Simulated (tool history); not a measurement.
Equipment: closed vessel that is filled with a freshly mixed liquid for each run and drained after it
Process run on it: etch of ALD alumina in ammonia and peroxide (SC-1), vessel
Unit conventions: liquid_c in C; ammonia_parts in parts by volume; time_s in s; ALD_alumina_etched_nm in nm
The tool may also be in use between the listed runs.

run  hour  liquid_c  ammonia_parts  time_s  ALD_alumina_etched_nm
  1   0.0      59.0           0.65      30                 2.8134
  2   1.1      59.0           0.65      30                 2.7968
  3   3.9      60.5           0.65      30                 3.0190
  4   8.8      61.5           0.65      30                 3.1883
  5  13.7      61.5           0.55      30                 3.1314
  6  22.6      57.0           0.55      30                 2.4990

The next listed run, before its measurement:
  7  31.8      58.5           0.55      30                      ?

ALD_alumina_etched_nm: 2.7072 nm

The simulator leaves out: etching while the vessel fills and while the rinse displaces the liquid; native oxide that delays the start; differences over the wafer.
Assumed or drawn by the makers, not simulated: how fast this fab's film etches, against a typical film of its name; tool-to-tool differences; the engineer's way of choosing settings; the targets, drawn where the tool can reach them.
